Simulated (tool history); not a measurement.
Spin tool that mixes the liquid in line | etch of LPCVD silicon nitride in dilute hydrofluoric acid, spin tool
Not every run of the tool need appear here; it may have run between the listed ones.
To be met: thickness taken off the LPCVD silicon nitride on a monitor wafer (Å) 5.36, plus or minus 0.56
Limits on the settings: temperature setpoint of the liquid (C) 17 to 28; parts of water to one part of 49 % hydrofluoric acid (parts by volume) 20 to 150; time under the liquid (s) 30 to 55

run	hour	temperature setpoint of the liquid (C)	parts of water to one part of 49 % hydrofluoric acid (parts by volume)	time under the liquid (s)	thickness taken off the LPCVD silicon nitride on a monitor wafer (Å)
1	0	20	85	55	2.213
2	6	20	85	55	2.3059
3	7.6	20	65	55	2.8536
4	14.7	23	65	55	3.592
5	17.4	24	65	55	3.5435
6	21.4	24.5	60	55	4.1689
7	28.9	25	60	55	4.2758
8	33.6	25.5	60	55	4.3833
9	39	26	60	55	4.6566

Exactly one of the 4 candidate moves below puts every result within its allowed miss. Which one?
A	44.4	26.5	65	50	?
B	44.4	24.5	45	55	?
C	44.4	26	70	55	?
D	44.4	25.5	70	55	?

move	thickness taken off the LPCVD silicon nitride on a monitor wafer (Å)
A	4.1421
B	5.7133
C	4.0972
D	3.9632
A: lands further from the targets than the last run did
B: hits every target within its allowed miss
C: lands further from the targets than the last run did
D: lands further from the targets than the last run did
Move B is the one to make.

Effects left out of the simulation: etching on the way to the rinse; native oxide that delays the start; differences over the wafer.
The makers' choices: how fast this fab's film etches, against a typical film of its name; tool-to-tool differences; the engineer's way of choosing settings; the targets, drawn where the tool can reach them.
